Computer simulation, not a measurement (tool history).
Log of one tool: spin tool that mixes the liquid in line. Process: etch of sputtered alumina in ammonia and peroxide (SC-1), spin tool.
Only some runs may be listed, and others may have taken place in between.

run,hour,temperature setpoint of the liquid (°C),parts of 29 % ammonia solution to one part of 30 % peroxide (parts by volume),time under the liquid (s),thickness taken off the sputtered alumina on a monitor wafer (Å)
1,0,48,0.9,200,126.42
2,7.7,48,1.15,200,128.04
3,13.3,48,1.2,200,128.86
4,15.2,48.5,1.2,200,134.68
5,16.5,48.5,1.2,200,132.65
6,19.3,49,1.2,200,139.54

Forecast run 7:
7,27,49.5,1.2,200,?

{"run 7": {"thickness taken off the sputtered alumina on a monitor wafer (Å)": 139.9}}
